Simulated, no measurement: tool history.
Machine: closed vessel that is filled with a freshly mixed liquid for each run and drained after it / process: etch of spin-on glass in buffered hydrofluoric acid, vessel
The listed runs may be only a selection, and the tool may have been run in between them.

run	hour	temperature setpoint of the liquid (K)	parts of 40 % ammonium fluoride to one part of 49 % hydrofluoric acid (parts by volume)	time in the liquid (s)	thickness taken off the spin-on glass on a monitor wafer (nm)
1	0.0	294.15	19.5	100	136.98
2	5.2	295.15	19.5	100	143.06
3	7.0	296.15	19.5	100	151.96
4	12.8	296.15	19.5	105	158.24
5	21.4	296.15	24.0	105	136.76
6	28.4	297.15	24.0	105	144.75
7	35.8	298.15	24.0	105	151.25

Estimate the outcome of run 8 from the log above:
8	38.6	301.15	24.0	105	?

thickness taken off the spin-on glass on a monitor wafer (nm): 179.97
